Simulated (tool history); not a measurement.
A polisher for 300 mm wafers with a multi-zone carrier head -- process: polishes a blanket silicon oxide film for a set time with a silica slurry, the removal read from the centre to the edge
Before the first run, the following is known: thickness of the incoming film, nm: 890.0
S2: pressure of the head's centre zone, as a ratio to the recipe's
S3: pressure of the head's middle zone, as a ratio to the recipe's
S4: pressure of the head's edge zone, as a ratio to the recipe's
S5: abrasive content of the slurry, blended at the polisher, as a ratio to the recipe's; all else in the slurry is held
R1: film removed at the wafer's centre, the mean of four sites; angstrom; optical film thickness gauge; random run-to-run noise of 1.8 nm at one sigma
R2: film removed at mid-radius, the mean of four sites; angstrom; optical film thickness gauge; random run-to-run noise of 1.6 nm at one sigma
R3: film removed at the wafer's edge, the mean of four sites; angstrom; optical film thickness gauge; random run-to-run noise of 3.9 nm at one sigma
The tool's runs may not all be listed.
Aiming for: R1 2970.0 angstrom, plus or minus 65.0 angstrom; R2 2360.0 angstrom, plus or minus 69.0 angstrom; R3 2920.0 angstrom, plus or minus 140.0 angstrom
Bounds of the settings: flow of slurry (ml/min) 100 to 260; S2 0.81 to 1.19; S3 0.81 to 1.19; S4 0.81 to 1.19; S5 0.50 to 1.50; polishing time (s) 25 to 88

run 1 hour=0.0 | flow_of_slurry_(ml/min)=165 S2=1.00 S3=1.00 S4=1.00 S5=1.00 polishing_time_(s)=56 | R1=2654.9 R2=2708.6 R3=2690.1
run 2 hour=6.0 | flow_of_slurry_(ml/min)=165 S2=1.00 S3=1.00 S4=1.00 S5=1.10 polishing_time_(s)=56 | R1=2805.6 R2=2863.8 R3=2844.6
run 3 hour=8.9 | flow_of_slurry_(ml/min)=160 S2=1.02 S3=0.96 S4=1.01 S5=1.10 polishing_time_(s)=56 | R1=2850.5 R2=2704.1 R3=2898.9
run 4 hour=12.3 | flow_of_slurry_(ml/min)=120 S2=1.02 S3=0.96 S4=1.01 S5=1.10 polishing_time_(s)=56 | R1=2677.3 R2=2590.3 R3=2782.1
run 5 hour=13.1 | flow_of_slurry_(ml/min)=125 S2=1.03 S3=0.94 S4=1.01 S5=1.10 polishing_time_(s)=56 | R1=2719.5 R2=2617.0 R3=2728.8
run 6 hour=14.1 | flow_of_slurry_(ml/min)=125 S2=1.03 S3=0.85 S4=1.01 S5=1.10 polishing_time_(s)=56 | R1=2725.7 R2=2350.1 R3=2722.0
run 7 hour=19.4 | flow_of_slurry_(ml/min)=135 S2=1.03 S3=0.84 S4=1.02 S5=1.10 polishing_time_(s)=56 | R1=2766.8 R2=2357.2 R3=2798.5
run 8 hour=24.5 | flow_of_slurry_(ml/min)=140 S2=1.04 S3=0.83 S4=1.02 S5=1.10 polishing_time_(s)=56 | R1=2828.1 R2=2386.9 R3=2811.9
run 9 hour=33.4 | flow_of_slurry_(ml/min)=145 S2=1.05 S3=0.83 S4=1.04 S5=1.10 polishing_time_(s)=56 | R1=2867.4 R2=2402.1 R3=2803.4
run 10 hour=40.9 | flow_of_slurry_(ml/min)=145 S2=1.06 S3=0.83 S4=1.05 S5=1.10 polishing_time_(s)=56 | R1=2879.1 R2=2369.0 R3=2828.9

Of the 5 settings listed for the next run, only one would bring every result within its allowed miss of target. Which one?
run A hour=48.4 | flow_of_slurry_(ml/min)=140 S2=1.09 S3=0.96 S4=0.93 S5=1.20 polishing_time_(s)=51 | R1=? R2=? R3=?
run B hour=48.4 | flow_of_slurry_(ml/min)=185 S2=1.06 S3=0.88 S4=1.05 S5=0.95 polishing_time_(s)=60 | R1=? R2=? R3=?
run C hour=48.4 | flow_of_slurry_(ml/min)=160 S2=1.06 S3=0.85 S4=1.05 S5=1.10 polishing_time_(s)=57 | R1=? R2=? R3=?
run D hour=48.4 | flow_of_slurry_(ml/min)=135 S2=1.08 S3=0.81 S4=1.06 S5=1.10 polishing_time_(s)=57 | R1=? R2=? R3=?
run E hour=48.4 | flow_of_slurry_(ml/min)=110 S2=1.06 S3=0.85 S4=0.99 S5=1.40 polishing_time_(s)=54 | R1=? R2=? R3=?

move=A R1=2805.0 R2=2532.7 R3=2585.7
move=B R1=2978.4 R2=2560.7 R3=2950.1
move=C R1=2988.1 R2=2503.5 R3=2985.1
move=D R1=2957.4 R2=2345.9 R3=2946.5
move=E R1=2948.6 R2=2490.9 R3=2936.1
A: further off than the last run
B: brings the last run's worst result on target, with another outside its allowed miss
C: brings the last run's worst result on target, with another outside its allowed miss
D: meets every target
E: brings the last run's worst result on target, with another outside its allowed miss
Correct choice: D, which meets every target

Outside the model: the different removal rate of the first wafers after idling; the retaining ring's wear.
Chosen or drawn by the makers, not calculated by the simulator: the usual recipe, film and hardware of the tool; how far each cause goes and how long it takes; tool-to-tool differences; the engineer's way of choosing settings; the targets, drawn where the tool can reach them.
